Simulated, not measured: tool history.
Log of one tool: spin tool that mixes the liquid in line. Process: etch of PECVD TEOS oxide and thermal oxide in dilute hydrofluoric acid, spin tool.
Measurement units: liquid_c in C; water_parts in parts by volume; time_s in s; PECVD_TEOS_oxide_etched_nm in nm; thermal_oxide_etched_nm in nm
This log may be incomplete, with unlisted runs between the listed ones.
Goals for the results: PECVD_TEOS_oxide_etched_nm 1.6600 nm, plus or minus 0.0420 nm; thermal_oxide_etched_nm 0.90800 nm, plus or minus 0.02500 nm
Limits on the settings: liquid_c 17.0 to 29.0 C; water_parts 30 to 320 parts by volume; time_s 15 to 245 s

| run | hour | liquid_c | water_parts | time_s | PECVD_TEOS_oxide_etched_nm | thermal_oxide_etched_nm |
|---|---|---|---|---|---|---|
| 1 | 0.0 | 21.0 | 175 | 125 | 5.4276 | 3.01270 |
| 2 | 1.6 | 21.0 | 175 | 95 | 4.1168 | 2.26090 |
| 3 | 7.8 | 22.5 | 175 | 95 | 4.3952 | 2.39280 |
| 4 | 14.2 | 22.5 | 200 | 95 | 3.7689 | 2.04270 |
| 5 | 22.9 | 21.0 | 200 | 95 | 3.5747 | 1.94470 |
| 6 | 31.9 | 21.0 | 175 | 95 | 4.1064 | 2.27960 |
| 7 | 33.3 | 17.0 | 245 | 90 | 2.2478 | 1.23510 |
| 8 | 38.2 | 17.0 | 255 | 90 | 2.1323 | 1.16510 |
| 9 | 44.4 | 17.0 | 265 | 90 | 2.0203 | 1.11130 |
| 10 | 52.1 | 17.0 | 270 | 90 | 1.9983 | 1.10570 |
| 11 | 58.7 | 17.0 | 280 | 90 | 1.8994 | 1.03940 |
| 12 | 62.2 | 17.0 | 305 | 90 | 1.7280 | 0.94970 |

Next run, 4 choices. One meets every target within its allowed miss, the rest don't. Which?
| A | 65.7 | 17.0 | 300 | 90 | ? | ? |
| B | 65.7 | 17.5 | 305 | 85 | ? | ? |
| C | 65.7 | 20.5 | 300 | 80 | ? | ? |
| D | 65.7 | 18.5 | 285 | 80 | ? | ? |

| move | PECVD_TEOS_oxide_etched_nm | thermal_oxide_etched_nm |
|---|---|---|
| A | 1.7480 | 0.95981 |
| B | 1.6478 | 0.90480 |
| C | 1.7691 | 0.97138 |
| D | 1.7530 | 0.96254 |
A: lands further from the targets than the last run did
B: every result lands within tolerance
C: lands further from the targets than the last run did
D: lands further from the targets than the last run did
Correct choice: B, which meets every target

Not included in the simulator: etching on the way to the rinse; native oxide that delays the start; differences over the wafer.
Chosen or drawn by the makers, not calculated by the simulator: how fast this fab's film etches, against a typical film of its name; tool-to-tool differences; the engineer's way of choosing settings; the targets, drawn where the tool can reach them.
